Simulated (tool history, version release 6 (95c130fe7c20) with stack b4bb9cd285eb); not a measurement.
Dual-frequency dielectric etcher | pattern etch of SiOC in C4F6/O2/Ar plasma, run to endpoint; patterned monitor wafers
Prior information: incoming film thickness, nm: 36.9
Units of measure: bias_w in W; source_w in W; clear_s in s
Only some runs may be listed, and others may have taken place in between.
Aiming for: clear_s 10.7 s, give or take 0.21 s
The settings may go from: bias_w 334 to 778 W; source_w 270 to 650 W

run,day,bias_w,source_w,clear_s
1,0,556,460,11.744
2,0.108,580,460,11.594
3,0.221,537,460,11.625
4,0.5,484,460,12.077
5,0.817,520,470,11.754
6,1.008,520,400,12.353
7,1.071,559,420,11.885
8,1.358,559,420,11.901
9,1.429,591,430,11.674
10,1.8,618,440,11.353
11,2.142,635,440,11.339
12,2.479,653,450,11.168
13,2.85,666,450,11.139

5 candidate next runs follow, results not yet known. Just one meets every target within its allowed miss. Identify it.
A,3.221,697,490,?
B,3.221,549,530,?
C,3.221,635,480,?
D,3.221,669,460,?
E,3.221,531,530,?

move,clear_s
A,10.709
B,11.146
C,11.057
D,11.04
E,11.24
A: all results in spec
B: roughly where the last run was
C: an improvement on the last run, though not all results are within tolerance
D: an improvement on the last run, though not all results are within tolerance
E: moves away from the targets compared with the last run
So the answer is move A, the one that meets all the targets.

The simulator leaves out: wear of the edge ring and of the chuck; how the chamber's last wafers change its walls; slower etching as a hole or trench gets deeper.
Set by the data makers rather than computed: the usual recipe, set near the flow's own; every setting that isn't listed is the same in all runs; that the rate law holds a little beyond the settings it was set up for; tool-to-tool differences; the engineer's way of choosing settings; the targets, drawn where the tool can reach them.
